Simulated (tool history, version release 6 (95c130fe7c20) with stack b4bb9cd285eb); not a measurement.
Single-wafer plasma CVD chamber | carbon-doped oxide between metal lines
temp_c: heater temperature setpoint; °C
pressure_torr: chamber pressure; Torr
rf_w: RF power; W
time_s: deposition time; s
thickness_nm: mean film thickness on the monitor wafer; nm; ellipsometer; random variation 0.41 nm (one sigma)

| run | hour | temp_c | pressure_torr | rf_w | time_s | thickness_nm |
|---|---|---|---|---|---|---|
| 1 | 0 | 345 | 4.34 | 580 | 15.2 | 85.604 |
| 2 | 0.7 | 336 | 4.34 | 580 | 15.2 | 88.699 |
| 3 | 3.8 | 341 | 4.09 | 565 | 15.2 | 85.957 |
| 4 | 8.8 | 345 | 4.06 | 545 | 15.1 | 83.055 |
| 5 | 13.1 | 345 | 4.06 | 590 | 15.1 | 86.206 |
| 6 | 15 | 348 | 4.03 | 565 | 15 | 82.132 |

Run 7 comes next. What will it give?
| 7 | 17.2 | 350 | 3.98 | 555 | 15 | ? |

thickness_nm: 81.649 nm

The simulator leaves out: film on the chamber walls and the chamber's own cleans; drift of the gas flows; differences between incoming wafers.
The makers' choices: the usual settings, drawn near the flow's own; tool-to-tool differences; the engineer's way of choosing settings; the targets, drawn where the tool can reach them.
